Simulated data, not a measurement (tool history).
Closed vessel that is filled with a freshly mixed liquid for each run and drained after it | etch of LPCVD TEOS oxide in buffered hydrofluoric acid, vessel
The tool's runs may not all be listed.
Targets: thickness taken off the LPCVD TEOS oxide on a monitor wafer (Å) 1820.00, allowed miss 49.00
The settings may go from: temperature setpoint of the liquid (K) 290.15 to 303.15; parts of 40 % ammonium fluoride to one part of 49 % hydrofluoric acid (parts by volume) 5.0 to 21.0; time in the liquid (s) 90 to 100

| run | hour | temperature setpoint of the liquid (K) | parts of 40 % ammonium fluoride to one part of 49 % hydrofluoric acid (parts by volume) | time in the liquid (s) | thickness taken off the LPCVD TEOS oxide on a monitor wafer (Å) |
|---|---|---|---|---|---|
| 1 | 0.0 | 295.15 | 13.0 | 90 | 1085.30 |
| 2 | 8.9 | 292.65 | 13.0 | 90 | 960.41 |
| 3 | 15.0 | 292.65 | 15.0 | 90 | 828.06 |
| 4 | 22.6 | 295.65 | 14.0 | 90 | 1059.70 |
| 5 | 28.3 | 295.65 | 14.0 | 100 | 1157.70 |
| 6 | 34.1 | 295.65 | 17.0 | 100 | 959.94 |
| 7 | 37.2 | 298.15 | 16.0 | 100 | 1167.00 |
| 8 | 45.7 | 299.65 | 15.0 | 100 | 1354.10 |
| 9 | 54.1 | 300.65 | 14.5 | 100 | 1476.50 |
| 10 | 58.0 | 301.65 | 14.0 | 100 | 1617.70 |
| 11 | 61.7 | 302.15 | 14.0 | 100 | 1650.30 |
| 12 | 65.9 | 302.65 | 14.0 | 100 | 1718.70 |
| 13 | 73.0 | 303.15 | 14.0 | 100 | 1746.50 |

Which of these 5 next moves meets every target?
| A | 80.1 | 300.65 | 12.0 | 95 | ? |
| B | 80.1 | 303.15 | 13.5 | 100 | ? |
| C | 80.1 | 303.15 | 14.0 | 95 | ? |
| D | 80.1 | 303.15 | 14.5 | 100 | ? |
| E | 80.1 | 303.15 | 13.5 | 95 | ? |

| move | thickness taken off the LPCVD TEOS oxide on a monitor wafer (Å) |
|---|---|
| A | 1673.70 |
| B | 1792.40 |
| C | 1643.20 |
| D | 1671.30 |
| E | 1702.70 |
A: further off than the last run
B: meets every target
C: further off than the last run
D: further off than the last run
E: further off than the last run
Move B is the one to make.
